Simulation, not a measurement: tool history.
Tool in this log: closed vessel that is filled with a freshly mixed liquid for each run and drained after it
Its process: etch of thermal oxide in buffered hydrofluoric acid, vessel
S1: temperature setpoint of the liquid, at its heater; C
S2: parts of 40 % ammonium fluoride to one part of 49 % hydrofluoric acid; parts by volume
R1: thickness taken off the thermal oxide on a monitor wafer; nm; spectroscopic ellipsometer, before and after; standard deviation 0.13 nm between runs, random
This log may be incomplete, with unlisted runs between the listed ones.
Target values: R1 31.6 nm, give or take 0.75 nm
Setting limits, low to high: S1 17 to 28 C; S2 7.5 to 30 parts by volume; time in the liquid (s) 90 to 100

Run 1, day 0: S1 20 C, S2 21 parts by volume, time in the liquid (s) 90. Result: R1 44.003 nm.
Run 2, day 0.212: S1 23.5 C, S2 21 parts by volume, time in the liquid (s) 90. Result: R1 53.367 nm.
Run 3, day 0.325: S1 20 C, S2 21 parts by volume, time in the liquid (s) 90. Result: R1 44.02 nm.
Run 4, day 0.483: S1 19 C, S2 22 parts by volume, time in the liquid (s) 90. Result: R1 40.354 nm.
Run 5, day 0.517: S1 18.5 C, S2 23 parts by volume, time in the liquid (s) 90. Result: R1 38.244 nm.
Run 6, day 0.721: S1 18.5 C, S2 26.5 parts by volume, time in the liquid (s) 90. Result: R1 34.237 nm.
Run 7, day 0.908: S1 18.5 C, S2 26.5 parts by volume, time in the liquid (s) 90. Result: R1 34.141 nm.
Run 8, day 1.142: S1 18 C, S2 26.5 parts by volume, time in the liquid (s) 90. Result: R1 33.495 nm.
Run 9, day 1.346: S1 17.5 C, S2 26.5 parts by volume, time in the liquid (s) 90. Result: R1 32.478 nm.

Exercise: of the 4 proposed moves below, exactly one satisfies all targets within the stated allowed misses. Which move is it?
Run A, day 1.55: S1 17 C, S2 28.5 parts by volume, time in the liquid (s) 95. Result: R1 ?.
Run B, day 1.55: S1 17 C, S2 27 parts by volume, time in the liquid (s) 95. Result: R1 ?.
Run C, day 1.55: S1 17 C, S2 26.5 parts by volume, time in the liquid (s) 95. Result: R1 ?.
Run D, day 1.55: S1 17.5 C, S2 28 parts by volume, time in the liquid (s) 100. Result: R1 ?.

move      R1
   A  31.746
   B  32.958
   C  33.388
   D  34.813
A: each result inside its tolerance
B: misses by more than the last run did
C: misses by more than the last run did
D: misses by more than the last run did
A is the move that brings every result within its allowed miss.
